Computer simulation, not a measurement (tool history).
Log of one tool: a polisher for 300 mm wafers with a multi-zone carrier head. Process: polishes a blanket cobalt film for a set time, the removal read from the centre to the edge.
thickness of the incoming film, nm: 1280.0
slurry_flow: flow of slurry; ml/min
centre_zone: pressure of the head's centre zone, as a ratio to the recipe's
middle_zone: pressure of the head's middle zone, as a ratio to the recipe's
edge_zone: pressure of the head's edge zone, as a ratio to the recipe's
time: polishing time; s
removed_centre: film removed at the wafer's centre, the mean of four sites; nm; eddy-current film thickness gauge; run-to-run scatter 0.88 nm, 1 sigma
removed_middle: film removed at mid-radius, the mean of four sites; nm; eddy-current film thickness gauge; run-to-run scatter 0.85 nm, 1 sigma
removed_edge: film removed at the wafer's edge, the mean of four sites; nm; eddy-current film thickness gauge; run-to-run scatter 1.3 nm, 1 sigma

run  hour  slurry_flow  centre_zone  middle_zone  edge_zone  time  removed_centre  removed_middle  removed_edge
  1     0          195            1            1          1    38          168.18          170.93        169.94
  2   0.7          165            1            1          1    38          161.18          166.42        165.83
  3   1.6          165            1            1       1.03    38          160.73          164.25        171.23
  4   7.7          165            1         0.96       1.03    38          161.49          157.89        167.43
  5  15.2          165            1         0.96       0.99    38          160.67          158.42        164.97
  6  18.5          175         0.98         0.96       0.95    35          146.02          150.07        152.98
  7  22.5          180         0.98         0.97       0.92    32          137.02          139.29        136.21
  8  26.8          175         0.97         0.97        0.9    31          129.69          132.15        128.43

Predict the results of run 9:
  9  32.4          135         0.89            1       0.81    29               ?               ?             ?

removed_centre: 103.24 nm
removed_middle: 118.64 nm
removed_edge: 113.37 nm
